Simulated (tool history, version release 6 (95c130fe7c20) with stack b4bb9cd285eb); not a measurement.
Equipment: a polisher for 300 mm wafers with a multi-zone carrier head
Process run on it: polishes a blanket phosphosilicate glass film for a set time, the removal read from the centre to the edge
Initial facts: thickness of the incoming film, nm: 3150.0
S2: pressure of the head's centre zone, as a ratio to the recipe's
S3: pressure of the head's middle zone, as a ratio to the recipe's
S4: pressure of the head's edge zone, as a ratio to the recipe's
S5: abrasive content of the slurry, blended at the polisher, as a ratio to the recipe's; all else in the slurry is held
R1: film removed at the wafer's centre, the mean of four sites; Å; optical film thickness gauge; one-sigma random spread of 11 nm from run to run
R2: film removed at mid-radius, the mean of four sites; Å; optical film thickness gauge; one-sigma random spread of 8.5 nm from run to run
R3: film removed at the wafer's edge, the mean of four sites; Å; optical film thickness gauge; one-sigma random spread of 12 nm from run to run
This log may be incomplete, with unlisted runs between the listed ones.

Run 1, hour 0.0: flow of slurry (ml/min) 225, S2 1.00, S3 1.00, S4 1.00, S5 1.00, polishing time (s) 90. Result: R1 8231.4 Å, R2 8412.4 Å, R3 8445.8 Å.
Run 2, hour 8.4: flow of slurry (ml/min) 240, S2 1.04, S3 1.02, S4 1.03, S5 1.05, polishing time (s) 90. Result: R1 8890.7 Å, R2 8759.5 Å, R3 8864.4 Å.
Run 3, hour 10.3: flow of slurry (ml/min) 240, S2 1.04, S3 1.05, S4 1.03, S5 1.05, polishing time (s) 90. Result: R1 8891.7 Å, R2 8897.0 Å, R3 8763.0 Å.
Run 4, hour 11.2: flow of slurry (ml/min) 250, S2 1.07, S3 1.07, S4 1.05, S5 1.10, polishing time (s) 90. Result: R1 9235.8 Å, R2 9187.3 Å, R3 9114.2 Å.
Run 5, hour 12.1: flow of slurry (ml/min) 260, S2 1.10, S3 1.07, S4 1.05, S5 1.15, polishing time (s) 90. Result: R1 9934.5 Å, R2 9433.1 Å, R3 9239.8 Å.
Run 6, hour 16.6: flow of slurry (ml/min) 260, S2 1.10, S3 1.07, S4 0.99, S5 1.15, polishing time (s) 90. Result: R1 9874.7 Å, R2 9418.1 Å, R3 9032.3 Å.

What will run 7 give?
At hour 17.7: slurry nozzle cleaned.
Run 7, hour 17.7: flow of slurry (ml/min) 265, S2 1.12, S3 1.08, S4 1.02, S5 1.20, polishing time (s) 90. Result: R1 ?, R2 ?, R3 ?.

R1: 10567.0 Å
R2: 10001.0 Å
R3: 9449.7 Å
